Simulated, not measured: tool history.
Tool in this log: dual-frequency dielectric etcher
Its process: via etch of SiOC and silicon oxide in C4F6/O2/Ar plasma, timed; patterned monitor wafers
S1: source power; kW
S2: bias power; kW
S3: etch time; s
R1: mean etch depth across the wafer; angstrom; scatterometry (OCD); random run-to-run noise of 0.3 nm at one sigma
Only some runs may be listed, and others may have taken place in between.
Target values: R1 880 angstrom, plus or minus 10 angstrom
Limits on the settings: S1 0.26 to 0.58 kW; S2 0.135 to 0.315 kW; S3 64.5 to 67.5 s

run	hour	S1	S2	S3	R1
1	0	0.42	0.225	64.5	777.32
2	5.8	0.42	0.19	64.5	728.83
3	9.8	0.44	0.194	64.5	751.45
4	10.4	0.46	0.196	64.5	772
5	14.3	0.48	0.197	64.5	787.15
6	20.6	0.48	0.231	64.5	836.03
# hour 27.4: source power generator calibrated
7	27.4	0.49	0.231	64.5	838.19
8	29.2	0.5	0.231	64.5	845.84
9	32.2	0.51	0.231	64.5	851.63
10	36	0.52	0.231	64.5	856.09

Which single option among these 4 for the next run brings every result within its allowed miss of target? Just one does.
A	39.8	0.57	0.206	67.5	?
B	39.8	0.58	0.204	67	?
C	39.8	0.51	0.23	66.5	?
D	39.8	0.55	0.219	67.5	?

move	R1
A	894.44
B	891.61
C	873.25
D	900.69
A: moves the result that the last run missed by most past its target, out the other side
B: moves the result that the last run missed by most past its target, out the other side
C: every result lands within tolerance
D: moves the result that the last run missed by most past its target, out the other side
Go with C: it meets all targets.

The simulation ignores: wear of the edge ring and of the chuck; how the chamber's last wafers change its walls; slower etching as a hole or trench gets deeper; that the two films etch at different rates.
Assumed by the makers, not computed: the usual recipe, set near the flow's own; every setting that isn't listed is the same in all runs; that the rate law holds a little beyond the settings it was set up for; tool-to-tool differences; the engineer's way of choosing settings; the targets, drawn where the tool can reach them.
